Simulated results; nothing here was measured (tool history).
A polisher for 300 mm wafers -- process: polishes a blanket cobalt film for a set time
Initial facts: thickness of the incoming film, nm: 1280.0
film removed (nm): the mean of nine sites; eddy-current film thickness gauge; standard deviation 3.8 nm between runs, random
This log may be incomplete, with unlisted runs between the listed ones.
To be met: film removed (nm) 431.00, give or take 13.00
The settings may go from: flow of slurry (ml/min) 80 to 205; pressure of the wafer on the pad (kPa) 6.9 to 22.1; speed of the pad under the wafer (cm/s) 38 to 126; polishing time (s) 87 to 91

run,hour,flow of slurry (ml/min),pressure of the wafer on the pad (kPa),speed of the pad under the wafer (cm/s),polishing time (s),film removed (nm)
1,0.0,135,14.5,82,87,289.89
2,4.8,135,14.5,82,91,306.22
3,10.5,140,15.2,82,91,317.30
4,16.2,140,15.2,74,91,289.03
5,24.1,140,15.9,74,91,296.68
6,27.4,140,15.9,82,91,331.28
7,33.6,170,20.0,82,91,406.28
8,38.4,170,20.7,82,91,412.01

4 next moves are on the table. One of them brings every result within its allowed miss. Which?
A,43.2,175,21.4,78,90,?
B,43.2,130,17.9,100,91,?
C,43.2,170,22.1,76,88,?
D,43.2,185,21.4,80,87,?

move,film removed (nm)
A,401.99
B,422.71
C,391.73
D,401.08
A: its largest miss is bigger than the last run's
B: hits every target within its allowed miss
C: its largest miss is bigger than the last run's
D: its largest miss is bigger than the last run's
B is the move that brings every result within its allowed miss.
